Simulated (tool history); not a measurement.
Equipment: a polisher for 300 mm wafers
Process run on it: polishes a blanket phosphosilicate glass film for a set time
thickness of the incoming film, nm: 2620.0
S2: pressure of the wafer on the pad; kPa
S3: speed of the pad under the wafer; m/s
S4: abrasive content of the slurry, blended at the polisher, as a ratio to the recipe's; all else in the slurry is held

Run 1, hour 0: flow of slurry (ml/min) 295, S2 26.2 kPa, S3 0.86 m/s, S4 1, polishing time (s) 121. Result: film removed (nm) 1308.3.
Run 2, hour 4.9: flow of slurry (ml/min) 295, S2 23.4 kPa, S3 0.86 m/s, S4 1, polishing time (s) 121. Result: film removed (nm) 1199.4.
Run 3, hour 5.7: flow of slurry (ml/min) 295, S2 23.4 kPa, S3 0.86 m/s, S4 1.2, polishing time (s) 121. Result: film removed (nm) 1290.5.
Run 4, hour 9.7: flow of slurry (ml/min) 295, S2 23.4 kPa, S3 0.86 m/s, S4 1.2, polishing time (s) 121. Result: film removed (nm) 1292.7.
Run 5, hour 11.1: flow of slurry (ml/min) 295, S2 23.4 kPa, S3 0.76 m/s, S4 1.2, polishing time (s) 121. Result: film removed (nm) 1146.3.
Run 6, hour 20: flow of slurry (ml/min) 295, S2 20.7 kPa, S3 0.76 m/s, S4 1.2, polishing time (s) 121. Result: film removed (nm) 1052.9.
Run 7, hour 26.4: flow of slurry (ml/min) 295, S2 25.5 kPa, S3 0.76 m/s, S4 1.2, polishing time (s) 121. Result: film removed (nm) 1235.5.
Run 8, hour 31.2: flow of slurry (ml/min) 295, S2 29 kPa, S3 0.76 m/s, S4 1.2, polishing time (s) 121. Result: film removed (nm) 1428.8.
Run 9, hour 35.4: flow of slurry (ml/min) 295, S2 31 kPa, S3 0.76 m/s, S4 1.2, polishing time (s) 121. Result: film removed (nm) 1552.5.
Run 10, hour 36.6: flow of slurry (ml/min) 295, S2 32.4 kPa, S3 0.76 m/s, S4 1.2, polishing time (s) 121. Result: film removed (nm) 1607.7.
Run 11, hour 44.3: flow of slurry (ml/min) 295, S2 33.8 kPa, S3 0.76 m/s, S4 1.2, polishing time (s) 121. Result: film removed (nm) 1642.6.
Run 12, hour 45.6: flow of slurry (ml/min) 295, S2 35.2 kPa, S3 0.76 m/s, S4 1.2, polishing time (s) 121. Result: film removed (nm) 1723.6.

What will run 13 give?
Run 13, hour 48.5: flow of slurry (ml/min) 295, S2 35.9 kPa, S3 0.76 m/s, S4 1.2, polishing time (s) 121. Result: film removed (nm) ?.

Run 13 measured film removed (nm) 1721.9.
